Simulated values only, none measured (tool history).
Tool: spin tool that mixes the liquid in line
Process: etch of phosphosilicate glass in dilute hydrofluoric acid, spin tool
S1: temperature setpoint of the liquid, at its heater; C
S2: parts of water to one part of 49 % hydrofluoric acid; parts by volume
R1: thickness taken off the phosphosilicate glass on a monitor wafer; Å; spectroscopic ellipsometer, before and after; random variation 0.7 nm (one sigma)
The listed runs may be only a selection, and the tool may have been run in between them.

Run 1, day 0: S1 20 C, S2 140 parts by volume, time under the liquid (s) 55. Result: R1 632.76 Å.
Run 2, day 0.346: S1 20 C, S2 140 parts by volume, time under the liquid (s) 55. Result: R1 625.84 Å.
Run 3, day 0.629: S1 19 C, S2 140 parts by volume, time under the liquid (s) 55. Result: R1 607.94 Å.
Run 4, day 0.804: S1 19 C, S2 140 parts by volume, time under the liquid (s) 55. Result: R1 604.64 Å.
Run 5, day 0.958: S1 20 C, S2 140 parts by volume, time under the liquid (s) 55. Result: R1 629.6 Å.
Run 6, day 1.004: S1 20 C, S2 140 parts by volume, time under the liquid (s) 60. Result: R1 681.35 Å.
Run 7, day 1.308: S1 20.5 C, S2 140 parts by volume, time under the liquid (s) 60. Result: R1 705.8 Å.
Run 8, day 1.442: S1 21 C, S2 140 parts by volume, time under the liquid (s) 60. Result: R1 718.84 Å.
Run 9, day 1.512: S1 21.5 C, S2 140 parts by volume, time under the liquid (s) 60. Result: R1 729.27 Å.
Run 10, day 1.654: S1 22 C, S2 140 parts by volume, time under the liquid (s) 60. Result: R1 753.9 Å.

Forecast run 11:
Run 11, day 1.738: S1 22.5 C, S2 140 parts by volume, time under the liquid (s) 60. Result: R1 ?.

Logged for run 11: R1 766.25 Å.

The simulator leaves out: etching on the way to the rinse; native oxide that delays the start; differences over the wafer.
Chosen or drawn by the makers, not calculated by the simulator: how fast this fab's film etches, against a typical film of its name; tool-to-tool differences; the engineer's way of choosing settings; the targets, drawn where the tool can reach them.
